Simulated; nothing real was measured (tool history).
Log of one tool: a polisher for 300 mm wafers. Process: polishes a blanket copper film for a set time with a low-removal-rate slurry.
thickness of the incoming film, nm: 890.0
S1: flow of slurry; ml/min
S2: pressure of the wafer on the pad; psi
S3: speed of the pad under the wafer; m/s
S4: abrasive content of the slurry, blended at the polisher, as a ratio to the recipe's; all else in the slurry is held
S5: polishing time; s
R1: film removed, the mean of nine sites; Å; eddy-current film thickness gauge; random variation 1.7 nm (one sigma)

run 1 hour=0.0 | S1=255 S2=2.7 S3=1.34 S4=1.0 S5=34 | R1=1167.3
run 2 hour=1.8 | S1=255 S2=2.7 S3=1.34 S4=1.2 S5=34 | R1=1219.3
run 3 hour=6.8 | S1=255 S2=2.7 S3=1.34 S4=1.4 S5=34 | R1=1270.6
run 4 hour=11.4 | S1=255 S2=2.9 S3=1.34 S4=1.4 S5=34 | R1=1354.3
run 5 hour=18.8 | S1=255 S2=3.0 S3=1.34 S4=1.4 S5=34 | R1=1384.3
run 6 hour=26.6 | S1=255 S2=3.0 S3=1.08 S4=1.4 S5=34 | R1=1185.8

Forecast run 7:
run 7 hour=34.1 | S1=255 S2=3.7 S3=1.12 S4=1.4 S5=34 | R1=?

{"run 7": {"R1": 1459.4}}
